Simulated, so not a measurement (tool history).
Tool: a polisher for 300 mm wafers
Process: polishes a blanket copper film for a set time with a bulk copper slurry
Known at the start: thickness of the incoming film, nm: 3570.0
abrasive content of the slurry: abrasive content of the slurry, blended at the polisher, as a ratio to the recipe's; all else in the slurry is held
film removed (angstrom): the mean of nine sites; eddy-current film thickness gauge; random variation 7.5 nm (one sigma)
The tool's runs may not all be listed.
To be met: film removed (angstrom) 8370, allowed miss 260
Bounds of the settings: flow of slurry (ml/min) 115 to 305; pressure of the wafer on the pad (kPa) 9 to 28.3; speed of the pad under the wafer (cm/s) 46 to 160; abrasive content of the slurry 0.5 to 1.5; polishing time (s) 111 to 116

run,hour,flow of slurry (ml/min),pressure of the wafer on the pad (kPa),speed of the pad under the wafer (cm/s),abrasive content of the slurry,polishing time (s),film removed (angstrom)
1,0,195,18.6,102,1,111,10949
2,1.8,190,17.2,102,1,111,10070
3,4.9,190,17.2,102,1,111,10101
4,9.6,190,18.6,102,1,111,10817
5,14.7,185,17.9,102,1,111,10493
6,18.2,185,21.4,102,1,111,12334
7,23.9,170,16.5,100,1,111,9493.9
8,25.6,165,13.8,100,1,111,7727.7
9,32.2,175,13.8,100,1,111,7826.2
10,40.2,180,13.8,100,1,111,7910.4

Which of these 4 next moves meets every target?
A,48.2,225,13.8,100,1.3,116,?
B,48.2,165,13.1,112,0.85,115,?
C,48.2,190,14.5,108,0.9,116,?
D,48.2,120,17.2,94,0.95,116,?

move,film removed (angstrom)
A,9115.1
B,8260.3
C,9191.5
D,8773.2
A: takes the result that was furthest off past its target
B: meets every target
C: takes the result that was furthest off past its target
D: takes the result that was furthest off past its target
Move B is the one to make.

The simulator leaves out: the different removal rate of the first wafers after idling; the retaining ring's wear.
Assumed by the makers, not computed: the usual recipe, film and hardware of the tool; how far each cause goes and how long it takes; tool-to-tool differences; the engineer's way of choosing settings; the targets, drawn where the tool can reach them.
